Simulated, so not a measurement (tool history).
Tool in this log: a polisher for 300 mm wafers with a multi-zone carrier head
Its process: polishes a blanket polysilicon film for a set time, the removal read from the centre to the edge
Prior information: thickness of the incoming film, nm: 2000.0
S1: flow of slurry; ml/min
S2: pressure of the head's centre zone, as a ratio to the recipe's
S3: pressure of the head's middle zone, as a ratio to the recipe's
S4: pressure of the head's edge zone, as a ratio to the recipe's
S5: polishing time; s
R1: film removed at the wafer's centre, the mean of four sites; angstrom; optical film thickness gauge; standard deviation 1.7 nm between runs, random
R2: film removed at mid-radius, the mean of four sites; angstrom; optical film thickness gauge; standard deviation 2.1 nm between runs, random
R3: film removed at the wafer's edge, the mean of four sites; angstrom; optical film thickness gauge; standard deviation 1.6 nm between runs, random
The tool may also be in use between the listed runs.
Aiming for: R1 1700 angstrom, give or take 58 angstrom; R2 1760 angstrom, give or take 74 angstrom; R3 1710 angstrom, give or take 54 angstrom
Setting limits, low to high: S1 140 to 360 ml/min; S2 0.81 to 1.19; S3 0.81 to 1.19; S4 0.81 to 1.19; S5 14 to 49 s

Run 1, hour 0: S1 230 ml/min, S2 1, S3 1, S4 1, S5 31 s. Result: R1 2822.7 angstrom, R2 2695.2 angstrom, R3 2785.7 angstrom.
Run 2, hour 2.5: S1 230 ml/min, S2 1, S3 0.92, S4 1, S5 31 s. Result: R1 2881.8 angstrom, R2 2607.2 angstrom, R3 2796.1 angstrom.
Run 3, hour 3.1: S1 225 ml/min, S2 0.97, S3 0.93, S4 0.96, S5 28 s. Result: R1 2464.7 angstrom, R2 2391 angstrom, R3 2451 angstrom.
Run 4, hour 10.2: S1 220 ml/min, S2 0.96, S3 0.91, S4 0.93, S5 26 s. Result: R1 2283.7 angstrom, R2 2132.5 angstrom, R3 2189.7 angstrom.
Run 5, hour 11.2: S1 210 ml/min, S2 0.93, S3 0.9, S4 0.9, S5 25 s. Result: R1 2100.2 angstrom, R2 2007.6 angstrom, R3 2123.5 angstrom.
Run 6, hour 17.7: S1 220 ml/min, S2 0.92, S3 0.92, S4 0.88, S5 23 s. Result: R1 1902.1 angstrom, R2 1878.4 angstrom, R3 1925.7 angstrom.
Run 7, hour 25.7: S1 225 ml/min, S2 0.92, S3 0.93, S4 0.86, S5 22 s. Result: R1 1832.4 angstrom, R2 1812.7 angstrom, R3 1826 angstrom.
Run 8, hour 27.8: S1 225 ml/min, S2 0.91, S3 0.94, S4 0.85, S5 22 s. Result: R1 1807.8 angstrom, R2 1841.2 angstrom, R3 1808.9 angstrom.

5 next moves are on the table. One of them brings every result within its allowed miss. Which?
Run A, hour 29.9: S1 195 ml/min, S2 0.95, S3 0.87, S4 0.82, S5 20 s. Result: R1 ?, R2 ?, R3 ?.
Run B, hour 29.9: S1 155 ml/min, S2 0.92, S3 0.97, S4 0.84, S5 22 s. Result: R1 ?, R2 ?, R3 ?.
Run C, hour 29.9: S1 240 ml/min, S2 0.81, S3 1.05, S4 0.81, S5 21 s. Result: R1 ?, R2 ?, R3 ?.
Run D, hour 29.9: S1 255 ml/min, S2 0.88, S3 1.06, S4 0.82, S5 21 s. Result: R1 ?, R2 ?, R3 ?.
Run E, hour 29.9: S1 155 ml/min, S2 0.81, S3 0.84, S4 0.96, S5 24 s. Result: R1 ?, R2 ?, R3 ?.

move      R1      R2      R3
   A  1682.8  1544.3  1593.1
   B  1707.6    1770  1712.4
   C  1568.2  1943.1  1698.7
   D  1714.4  1972.5  1717.6
   E  1644.6  1725.7  1989.3
A: the worst result of the last run now meets its target, but another is out of spec
B: every result lands within tolerance
C: pushes the last run's worst result past its target
D: the worst result of the last run now meets its target, but another is out of spec
E: the worst result of the last run now meets its target, but another is out of spec
Go with B: it meets all targets.
